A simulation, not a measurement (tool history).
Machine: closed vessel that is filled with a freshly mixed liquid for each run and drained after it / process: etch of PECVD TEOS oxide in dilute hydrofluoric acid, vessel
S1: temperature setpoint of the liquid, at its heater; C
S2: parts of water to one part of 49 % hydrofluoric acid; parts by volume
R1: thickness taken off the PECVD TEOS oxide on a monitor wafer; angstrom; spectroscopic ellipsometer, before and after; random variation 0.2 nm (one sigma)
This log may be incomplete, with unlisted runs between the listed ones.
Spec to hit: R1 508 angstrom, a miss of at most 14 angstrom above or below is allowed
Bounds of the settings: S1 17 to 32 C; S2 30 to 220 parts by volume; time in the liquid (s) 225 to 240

Run 1, day 0: S1 24 C, S2 125 parts by volume, time in the liquid (s) 225. Result: R1 223.94 angstrom.
Run 2, day 0.279: S1 25 C, S2 120 parts by volume, time in the liquid (s) 225. Result: R1 242.66 angstrom.
Run 3, day 0.304: S1 25 C, S2 120 parts by volume, time in the liquid (s) 225. Result: R1 244.3 angstrom.
Run 4, day 0.492: S1 25.5 C, S2 115 parts by volume, time in the liquid (s) 225. Result: R1 261.73 angstrom.
Run 5, day 0.546: S1 26 C, S2 110 parts by volume, time in the liquid (s) 225. Result: R1 279.66 angstrom.
Run 6, day 0.871: S1 26.5 C, S2 105 parts by volume, time in the liquid (s) 225. Result: R1 298.41 angstrom.
Run 7, day 0.992: S1 27 C, S2 100 parts by volume, time in the liquid (s) 225. Result: R1 322.27 angstrom.
At day 1.283: thermometer replaced.
Run 8, day 1.283: S1 31 C, S2 65 parts by volume, time in the liquid (s) 225. Result: R1 563.67 angstrom.
Run 9, day 1.358: S1 30 C, S2 65 parts by volume, time in the liquid (s) 225. Result: R1 537.39 angstrom.
Run 10, day 1.4: S1 30 C, S2 65 parts by volume, time in the liquid (s) 225. Result: R1 540.28 angstrom.
Run 11, day 1.692: S1 30 C, S2 65 parts by volume, time in the liquid (s) 225. Result: R1 537.78 angstrom.

Which one of the following 4 next-run settings gets every result inside its allowed miss? There is exactly one.
Run A, day 1.983: S1 32 C, S2 65 parts by volume, time in the liquid (s) 225. Result: R1 ?.
Run B, day 1.983: S1 29 C, S2 70 parts by volume, time in the liquid (s) 240. Result: R1 ?.
Run C, day 1.983: S1 31 C, S2 65 parts by volume, time in the liquid (s) 225. Result: R1 ?.
Run D, day 1.983: S1 27 C, S2 60 parts by volume, time in the liquid (s) 240. Result: R1 ?.

move      R1
   A   581.6
   B  509.45
   C   559.8
   D  557.29
A: lands further from the targets than the last run did
B: all results in spec
C: lands further from the targets than the last run did
D: lands further from the targets than the last run did
So the answer is move B, the one that meets all the targets.
